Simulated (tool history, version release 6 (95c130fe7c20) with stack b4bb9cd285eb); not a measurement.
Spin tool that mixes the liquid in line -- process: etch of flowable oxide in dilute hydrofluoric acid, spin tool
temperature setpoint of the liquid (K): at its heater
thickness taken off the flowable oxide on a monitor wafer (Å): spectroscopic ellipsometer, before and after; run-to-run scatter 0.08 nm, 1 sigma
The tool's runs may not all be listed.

run  hour  temperature setpoint of the liquid (K)  parts of water to one part of 49 % hydrofluoric acid (parts by volume)  time under the liquid (s)  thickness taken off the flowable oxide on a monitor wafer (Å)
  1   0.0                                  298.15                                                                     275                        100                                                         171.14
  2   1.0                                  295.65                                                                     290                        100                                                         145.06
  3   1.8                                  297.15                                                                     290                        100                                                         152.95
  4  10.7                                  295.15                                                                     300                        100                                                         136.28
  5  16.7                                  295.15                                                                     215                        100                                                         208.98
  6  25.0                                  295.15                                                                     160                        100                                                         291.83
  7  33.1                                  293.65                                                                     215                        100                                                         195.86
  8  41.4                                  292.65                                                                     245                        100                                                         162.27

Predict the results of run 9:
  9  42.1                                  291.65                                                                     265                        100                                                              ?

Run 9 yielded thickness taken off the flowable oxide on a monitor wafer (Å) 141.00.
